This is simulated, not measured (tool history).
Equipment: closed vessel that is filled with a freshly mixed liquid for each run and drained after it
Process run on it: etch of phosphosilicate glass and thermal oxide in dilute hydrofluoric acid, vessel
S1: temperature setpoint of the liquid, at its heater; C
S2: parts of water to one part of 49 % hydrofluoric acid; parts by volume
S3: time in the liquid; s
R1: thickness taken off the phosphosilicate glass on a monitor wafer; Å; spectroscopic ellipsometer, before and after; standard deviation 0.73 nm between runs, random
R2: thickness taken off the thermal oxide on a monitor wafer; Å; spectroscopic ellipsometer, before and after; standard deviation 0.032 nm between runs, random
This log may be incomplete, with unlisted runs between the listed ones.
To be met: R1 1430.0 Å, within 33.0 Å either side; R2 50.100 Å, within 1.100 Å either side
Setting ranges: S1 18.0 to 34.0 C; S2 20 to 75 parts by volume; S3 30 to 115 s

run 1 hour=0.0 | S1=26.0 S2=45 S3=60 | R1=2121.8 R2=73.705
run 2 hour=2.3 | S1=24.5 S2=45 S3=60 | R1=2014.4 R2=69.030
run 3 hour=9.7 | S1=23.5 S2=45 S3=60 | R1=1912.1 R2=66.800
run 4 hour=10.8 | S1=22.5 S2=45 S3=60 | R1=1837.2 R2=64.424
run 5 hour=15.2 | S1=24.5 S2=45 S3=60 | R1=1995.6 R2=69.496
run 6 hour=24.1 | S1=23.5 S2=45 S3=60 | R1=1923.9 R2=66.563
run 7 hour=28.0 | S1=22.5 S2=45 S3=60 | R1=1833.5 R2=63.713
run 8 hour=36.5 | S1=21.5 S2=45 S3=60 | R1=1742.8 R2=61.318
run 9 hour=38.2 | S1=18.0 S2=50 S3=60 | R1=1352.7 R2=47.435

Below are 5 possible settings for the next run. Only one of them brings all results inside the allowed miss of their targets. Which is it?
run A hour=39.9 | S1=22.5 S2=50 S3=55 | R1=? R2=?
run B hour=39.9 | S1=22.0 S2=65 S3=75 | R1=? R2=?
run C hour=39.9 | S1=19.0 S2=50 S3=65 | R1=? R2=?
run D hour=39.9 | S1=24.0 S2=65 S3=60 | R1=? R2=?
run E hour=39.9 | S1=18.0 S2=55 S3=70 | R1=? R2=?

move=A R1=1509.7 R2=52.722
move=B R1=1522.1 R2=53.155
move=C R1=1539.0 R2=53.748
move=D R1=1321.7 R2=46.159
move=E R1=1435.2 R2=50.121
A: takes the biggest miss from the last run beyond its target
B: takes the biggest miss from the last run beyond its target
C: takes the biggest miss from the last run beyond its target
D: misses by more than the last run did
E: all results in spec
Move E is the one to make.

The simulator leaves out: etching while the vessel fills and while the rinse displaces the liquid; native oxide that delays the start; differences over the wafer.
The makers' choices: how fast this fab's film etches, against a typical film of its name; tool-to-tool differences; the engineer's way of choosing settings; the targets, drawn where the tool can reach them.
